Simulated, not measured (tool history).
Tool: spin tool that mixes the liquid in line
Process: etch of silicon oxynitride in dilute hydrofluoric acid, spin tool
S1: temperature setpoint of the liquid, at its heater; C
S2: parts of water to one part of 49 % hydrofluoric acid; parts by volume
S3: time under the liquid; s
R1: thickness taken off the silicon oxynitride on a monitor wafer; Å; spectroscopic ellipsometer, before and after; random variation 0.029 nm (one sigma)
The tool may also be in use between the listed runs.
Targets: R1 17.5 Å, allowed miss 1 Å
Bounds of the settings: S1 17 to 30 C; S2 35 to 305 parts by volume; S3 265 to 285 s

{"run": 1, "day": 0.0, "S1": 22, "S2": 170, "S3": 265, "R1": 31.357}
{"run": 2, "day": 0.179, "S1": 20.5, "S2": 170, "S3": 265, "R1": 29.971}
{"run": 3, "day": 0.558, "S1": 23, "S2": 170, "S3": 265, "R1": 33.101}
{"run": 4, "day": 0.921, "S1": 22, "S2": 185, "S3": 265, "R1": 28.944}
{"run": 5, "day": 1.117, "S1": 21, "S2": 200, "S3": 265, "R1": 25.31}
{"run": 6, "day": 1.488, "S1": 20, "S2": 210, "S3": 265, "R1": 22.862}
{"run": 7, "day": 1.521, "S1": 19.5, "S2": 220, "S3": 265, "R1": 21.816}
{"run": 8, "day": 1.854, "S1": 19, "S2": 230, "S3": 265, "R1": 19.602}

Which of these 5 next moves meets every target?
{"run": "A", "day": 2.188, "S1": 22, "S2": 280, "S3": 265, "R1": "?"}
{"run": "B", "day": 2.188, "S1": 19, "S2": 285, "S3": 265, "R1": "?"}
{"run": "C", "day": 2.188, "S1": 19.5, "S2": 290, "S3": 265, "R1": "?"}
{"run": "D", "day": 2.188, "S1": 19, "S2": 275, "S3": 265, "R1": "?"}
{"run": "E", "day": 2.188, "S1": 20, "S2": 290, "S3": 270, "R1": "?"}

move=A R1=18.064
move=B R1=15.483
move=C R1=15.516
move=D R1=16.141
move=E R1=16.166
A: meets every target
B: takes the result that was furthest off past its target
C: takes the result that was furthest off past its target
D: takes the result that was furthest off past its target
E: takes the result that was furthest off past its target
Answer: A
